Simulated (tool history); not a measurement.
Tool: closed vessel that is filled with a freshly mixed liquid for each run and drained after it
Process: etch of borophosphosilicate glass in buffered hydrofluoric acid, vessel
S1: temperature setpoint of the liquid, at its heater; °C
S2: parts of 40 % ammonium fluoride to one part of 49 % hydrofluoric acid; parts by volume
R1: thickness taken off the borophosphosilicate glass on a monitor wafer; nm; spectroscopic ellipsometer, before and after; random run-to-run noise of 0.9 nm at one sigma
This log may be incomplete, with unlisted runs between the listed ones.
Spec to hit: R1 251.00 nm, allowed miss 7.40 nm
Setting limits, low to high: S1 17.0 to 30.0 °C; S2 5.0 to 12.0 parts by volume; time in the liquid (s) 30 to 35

run 1 day=0.000 | S1=22.0 S2=7.0 time_in_the_liquid_(s)=35 | R1=158.88
run 2 day=0.138 | S1=22.0 S2=7.0 time_in_the_liquid_(s)=30 | R1=136.28
run 3 day=0.242 | S1=22.0 S2=5.5 time_in_the_liquid_(s)=30 | R1=168.98
run 4 day=0.408 | S1=24.0 S2=5.5 time_in_the_liquid_(s)=30 | R1=187.24
run 5 day=0.692 | S1=20.5 S2=5.5 time_in_the_liquid_(s)=30 | R1=155.97
run 6 day=0.746 | S1=23.0 S2=5.5 time_in_the_liquid_(s)=30 | R1=179.83
run 7 day=1.008 | S1=24.5 S2=5.5 time_in_the_liquid_(s)=30 | R1=192.26
run 8 day=1.288 | S1=26.0 S2=5.5 time_in_the_liquid_(s)=30 | R1=207.67
run 9 day=1.546 | S1=27.0 S2=5.5 time_in_the_liquid_(s)=30 | R1=219.91
run 10 day=1.879 | S1=27.5 S2=5.5 time_in_the_liquid_(s)=30 | R1=225.26
run 11 day=2.038 | S1=27.5 S2=5.5 time_in_the_liquid_(s)=30 | R1=227.28
run 12 day=2.308 | S1=28.0 S2=5.5 time_in_the_liquid_(s)=30 | R1=233.21

4 next moves are on the table. One of them brings every result within its allowed miss. Which?
run A day=2.579 | S1=29.0 S2=6.5 time_in_the_liquid_(s)=30 | R1=?
run B day=2.579 | S1=27.5 S2=5.5 time_in_the_liquid_(s)=35 | R1=?
run C day=2.579 | S1=27.0 S2=6.0 time_in_the_liquid_(s)=35 | R1=?
run D day=2.579 | S1=26.5 S2=5.5 time_in_the_liquid_(s)=35 | R1=?

move=A R1=211.14
move=B R1=263.37
move=C R1=237.81
move=D R1=249.90
A: the biggest miss grows against the last run
B: moves the result that the last run missed by most past its target, out the other side
C: an improvement on the last run, though not all results are within tolerance
D: all results in spec
Move D is the one to make.
